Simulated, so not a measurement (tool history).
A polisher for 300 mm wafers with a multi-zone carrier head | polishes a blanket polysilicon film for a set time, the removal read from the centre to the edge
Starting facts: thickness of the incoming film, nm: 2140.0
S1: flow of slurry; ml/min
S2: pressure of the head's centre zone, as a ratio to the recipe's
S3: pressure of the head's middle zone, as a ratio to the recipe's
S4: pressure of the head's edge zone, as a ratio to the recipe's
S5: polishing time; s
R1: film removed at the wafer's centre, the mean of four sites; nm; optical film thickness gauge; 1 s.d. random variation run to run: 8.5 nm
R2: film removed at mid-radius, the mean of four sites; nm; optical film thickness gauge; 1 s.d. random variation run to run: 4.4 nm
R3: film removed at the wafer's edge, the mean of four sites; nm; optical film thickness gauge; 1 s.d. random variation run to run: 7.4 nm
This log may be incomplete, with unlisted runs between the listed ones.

Run 1, hour 0.0: S1 125 ml/min, S2 1.00, S3 1.00, S4 1.00, S5 62 s. Result: R1 506.87 nm, R2 549.72 nm, R3 535.73 nm.
Run 2, hour 1.4: S1 125 ml/min, S2 1.00, S3 1.00, S4 1.00, S5 73 s. Result: R1 599.25 nm, R2 641.85 nm, R3 630.38 nm.
Run 3, hour 5.5: S1 135 ml/min, S2 1.02, S3 1.02, S4 0.97, S5 72 s. Result: R1 620.24 nm, R2 656.66 nm, R3 602.18 nm.
Run 4, hour 10.5: S1 135 ml/min, S2 1.02, S3 1.02, S4 0.97, S5 79 s. Result: R1 680.83 nm, R2 720.41 nm, R3 663.88 nm.
Run 5, hour 18.9: S1 135 ml/min, S2 1.03, S3 1.03, S4 0.94, S5 79 s. Result: R1 699.41 nm, R2 731.63 nm, R3 660.51 nm.
Run 6, hour 25.2: S1 135 ml/min, S2 1.04, S3 1.04, S4 0.92, S5 78 s. Result: R1 693.47 nm, R2 713.76 nm, R3 651.46 nm.
Run 7, hour 26.0: S1 145 ml/min, S2 1.04, S3 1.05, S4 0.90, S5 76 s. Result: R1 673.09 nm, R2 724.14 nm, R3 632.99 nm.

What will run 8 give?
Run 8, hour 35.0: S1 145 ml/min, S2 1.06, S3 1.06, S4 0.88, S5 75 s. Result: R1 ?, R2 ?, R3 ?.

R1: 695.00 nm
R2: 711.02 nm
R3: 620.34 nm
